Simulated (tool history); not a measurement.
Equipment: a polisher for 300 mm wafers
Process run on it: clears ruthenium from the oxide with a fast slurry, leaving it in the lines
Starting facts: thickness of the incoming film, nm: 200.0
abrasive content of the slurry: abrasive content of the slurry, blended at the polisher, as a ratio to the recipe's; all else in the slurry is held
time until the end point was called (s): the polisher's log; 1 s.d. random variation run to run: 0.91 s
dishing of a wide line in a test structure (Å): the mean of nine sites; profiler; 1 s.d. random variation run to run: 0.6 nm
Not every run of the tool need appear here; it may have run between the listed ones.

run    day  flow of slurry (ml/min)  pressure of the wafer on the pad (kPa)  speed of the pad under the wafer (cm/s)  abrasive content of the slurry  overpolish time after the end point (s)  time until the end point was called (s)  dishing of a wide line in a test structure (Å)
  1      0                      320                                    14.5                                       76                               1                                       29                                    79.56                                          395.74
  2  0.271                      320                                    15.9                                       76                               1                                       28                                   73.578                                           402.2
  3  0.354                      320                                    15.9                                       76                            1.15                                       28                                   67.837                                          404.75
  4  0.558                      270                                    15.9                                       76                            1.15                                       28                                   69.704                                          400.87
  5   0.75                      270                                    15.9                                       68                            1.15                                       28                                   77.738                                          387.85
  6  0.842                      270                                    15.9                                       68                            1.15                                       35                                   77.262                                          422.93
  7  1.096                      270                                    17.2                                       68                            1.15                                       33                                   70.503                                          426.61

Run 8 has not been measured yet. What should we expect?
  8  1.225                      270                                    17.9                                       68                            1.15                                       32                                        ?                                               ?

time until the end point was called (s): 68.503
dishing of a wide line in a test structure (Å): 433.65
